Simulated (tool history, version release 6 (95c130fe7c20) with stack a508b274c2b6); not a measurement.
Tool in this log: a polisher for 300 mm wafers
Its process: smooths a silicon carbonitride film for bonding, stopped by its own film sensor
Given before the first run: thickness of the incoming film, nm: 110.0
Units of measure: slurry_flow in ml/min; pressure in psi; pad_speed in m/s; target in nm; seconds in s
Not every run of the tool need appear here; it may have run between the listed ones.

Run 1, hour 0: slurry_flow 180 ml/min, pressure 2.2 psi, pad_speed 1.14 m/s, slurry_solids 1, target 89 nm. Result: seconds 72.297 s.
Run 2, hour 5.3: slurry_flow 180 ml/min, pressure 2 psi, pad_speed 1.14 m/s, slurry_solids 1, target 89 nm. Result: seconds 82.607 s.
Run 3, hour 12.1: slurry_flow 180 ml/min, pressure 1.9 psi, pad_speed 1.14 m/s, slurry_solids 1, target 89 nm. Result: seconds 84.232 s.
Run 4, hour 20.9: slurry_flow 180 ml/min, pressure 1.9 psi, pad_speed 1.3 m/s, slurry_solids 1, target 89 nm. Result: seconds 76.958 s.
Run 5, hour 29.8: slurry_flow 180 ml/min, pressure 1.9 psi, pad_speed 1.04 m/s, slurry_solids 1, target 89 nm. Result: seconds 88.417 s.
Run 6, hour 37.9: slurry_flow 180 ml/min, pressure 1.8 psi, pad_speed 1.04 m/s, slurry_solids 1, target 89 nm. Result: seconds 98.148 s.
Run 7, hour 40.6: slurry_flow 180 ml/min, pressure 1.7 psi, pad_speed 1.04 m/s, slurry_solids 1, target 89 nm. Result: seconds 101.63 s.
Run 8, hour 41.7: slurry_flow 180 ml/min, pressure 1.7 psi, pad_speed 1.04 m/s, slurry_solids 1, target 89 nm. Result: seconds 105.28 s.

What will run 9 give?
Run 9, hour 46: slurry_flow 180 ml/min, pressure 1.6 psi, pad_speed 1.04 m/s, slurry_solids 1, target 89 nm. Result: seconds ?.

{"run 9": {"seconds": 105.14}}
